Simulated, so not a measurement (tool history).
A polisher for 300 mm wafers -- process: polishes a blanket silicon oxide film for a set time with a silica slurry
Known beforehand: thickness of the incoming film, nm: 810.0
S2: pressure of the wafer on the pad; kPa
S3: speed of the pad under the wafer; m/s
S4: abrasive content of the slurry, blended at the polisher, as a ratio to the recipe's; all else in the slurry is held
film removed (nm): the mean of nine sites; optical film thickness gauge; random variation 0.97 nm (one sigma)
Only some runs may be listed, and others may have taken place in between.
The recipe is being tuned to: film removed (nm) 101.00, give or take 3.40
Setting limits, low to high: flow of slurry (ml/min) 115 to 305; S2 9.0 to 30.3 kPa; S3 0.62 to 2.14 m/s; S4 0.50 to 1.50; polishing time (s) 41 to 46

run 1 hour=0.0 | flow_of_slurry_(ml/min)=195 S2=19.3 S3=1.38 S4=1.00 polishing_time_(s)=46 | film_removed_(nm)=139.91
run 2 hour=1.9 | flow_of_slurry_(ml/min)=195 S2=19.3 S3=1.38 S4=1.00 polishing_time_(s)=46 | film_removed_(nm)=140.30
run 3 hour=6.5 | flow_of_slurry_(ml/min)=195 S2=24.1 S3=1.38 S4=1.00 polishing_time_(s)=46 | film_removed_(nm)=172.34
run 4 hour=13.5 | flow_of_slurry_(ml/min)=195 S2=22.1 S3=1.38 S4=1.00 polishing_time_(s)=46 | film_removed_(nm)=159.56
run 5 hour=22.4 | flow_of_slurry_(ml/min)=195 S2=22.1 S3=1.60 S4=1.00 polishing_time_(s)=46 | film_removed_(nm)=180.10
run 6 hour=30.6 | flow_of_slurry_(ml/min)=195 S2=22.1 S3=1.60 S4=1.00 polishing_time_(s)=41 | film_removed_(nm)=161.14
run 7 hour=36.0 | flow_of_slurry_(ml/min)=195 S2=20.7 S3=1.60 S4=1.00 polishing_time_(s)=41 | film_removed_(nm)=148.66
run 8 hour=40.4 | flow_of_slurry_(ml/min)=185 S2=15.2 S3=1.58 S4=1.00 polishing_time_(s)=41 | film_removed_(nm)=107.72
run 9 hour=46.4 | flow_of_slurry_(ml/min)=180 S2=15.2 S3=1.58 S4=1.00 polishing_time_(s)=41 | film_removed_(nm)=108.48
run 10 hour=54.6 | flow_of_slurry_(ml/min)=180 S2=15.2 S3=1.58 S4=1.00 polishing_time_(s)=41 | film_removed_(nm)=108.59
run 11 hour=55.8 | flow_of_slurry_(ml/min)=180 S2=15.2 S3=1.58 S4=1.00 polishing_time_(s)=41 | film_removed_(nm)=109.07
run 12 hour=58.3 | flow_of_slurry_(ml/min)=175 S2=15.2 S3=1.58 S4=1.00 polishing_time_(s)=41 | film_removed_(nm)=106.86
run 13 hour=65.3 | flow_of_slurry_(ml/min)=170 S2=15.2 S3=1.58 S4=1.00 polishing_time_(s)=41 | film_removed_(nm)=107.26
run 14 hour=69.3 | flow_of_slurry_(ml/min)=165 S2=15.2 S3=1.58 S4=1.00 polishing_time_(s)=41 | film_removed_(nm)=107.59

Which of these 5 next moves meets every target?
run A hour=73.3 | flow_of_slurry_(ml/min)=155 S2=15.2 S3=1.72 S4=1.00 polishing_time_(s)=41 | film_removed_(nm)=?
run B hour=73.3 | flow_of_slurry_(ml/min)=185 S2=15.2 S3=1.52 S4=0.75 polishing_time_(s)=46 | film_removed_(nm)=?
run C hour=73.3 | flow_of_slurry_(ml/min)=120 S2=17.9 S3=1.26 S4=1.00 polishing_time_(s)=46 | film_removed_(nm)=?
run D hour=73.3 | flow_of_slurry_(ml/min)=145 S2=16.5 S3=1.30 S4=1.15 polishing_time_(s)=46 | film_removed_(nm)=?
run E hour=73.3 | flow_of_slurry_(ml/min)=120 S2=14.5 S3=1.44 S4=1.35 polishing_time_(s)=46 | film_removed_(nm)=?

move=A film_removed_(nm)=113.62
move=B film_removed_(nm)=102.27
move=C film_removed_(nm)=110.43
move=D film_removed_(nm)=116.82
move=E film_removed_(nm)=114.01
A: lands further from the targets than the last run did
B: meets every target
C: lands further from the targets than the last run did
D: lands further from the targets than the last run did
E: lands further from the targets than the last run did
The right move is B.
